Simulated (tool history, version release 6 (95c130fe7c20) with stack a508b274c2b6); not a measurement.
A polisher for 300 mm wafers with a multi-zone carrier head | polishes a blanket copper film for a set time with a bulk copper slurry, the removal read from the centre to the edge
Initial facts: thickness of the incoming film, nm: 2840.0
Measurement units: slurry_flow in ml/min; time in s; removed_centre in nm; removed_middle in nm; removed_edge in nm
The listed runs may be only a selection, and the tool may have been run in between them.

| run | hour | slurry_flow | centre_zone | middle_zone | edge_zone | slurry_solids | time | removed_centre | removed_middle | removed_edge |
|---|---|---|---|---|---|---|---|---|---|---|
| 1 | 0 | 155 | 1 | 1 | 1 | 1 | 60 | 535.1 | 522.71 | 521.16 |
| 2 | 3.5 | 155 | 1 | 1 | 0.93 | 1 | 60 | 521.03 | 525.02 | 516.63 |
| 3 | 9.1 | 155 | 1 | 1 | 0.93 | 0.85 | 60 | 508.39 | 498.2 | 478.07 |
| 4 | 13.8 | 155 | 1 | 0.96 | 0.93 | 0.85 | 60 | 497.64 | 478.61 | 480.15 |
| 5 | 17.1 | 155 | 1.04 | 0.96 | 0.93 | 0.85 | 60 | 515.9 | 480.08 | 482.97 |
| 6 | 23.4 | 180 | 1.04 | 0.96 | 0.93 | 0.85 | 60 | 531.26 | 491.93 | 487.09 |
| 7 | 24.3 | 175 | 1.06 | 0.93 | 0.91 | 0.75 | 60 | 519.5 | 463.54 | 469.13 |
| 8 | 27 | 170 | 1.08 | 0.91 | 0.89 | 0.7 | 60 | 511.13 | 439.67 | 436.8 |
| 9 | 28.5 | 155 | 1.09 | 0.9 | 0.89 | 0.7 | 60 | 514.96 | 430.3 | 436.07 |
| 10 | 31.8 | 145 | 1.09 | 0.89 | 0.88 | 0.7 | 60 | 509.44 | 413.4 | 429.6 |
| 11 | 38.9 | 115 | 1.08 | 0.89 | 0.83 | 0.65 | 60 | 457.43 | 391.37 | 397.7 |

Forecast run 12:
| 12 | 41.5 | 120 | 1.09 | 0.88 | 0.84 | 0.65 | 60 | ? | ? | ? |

Run 12 yielded removed_centre 472.74 nm, removed_middle 386.19 nm, removed_edge 400.63 nm.

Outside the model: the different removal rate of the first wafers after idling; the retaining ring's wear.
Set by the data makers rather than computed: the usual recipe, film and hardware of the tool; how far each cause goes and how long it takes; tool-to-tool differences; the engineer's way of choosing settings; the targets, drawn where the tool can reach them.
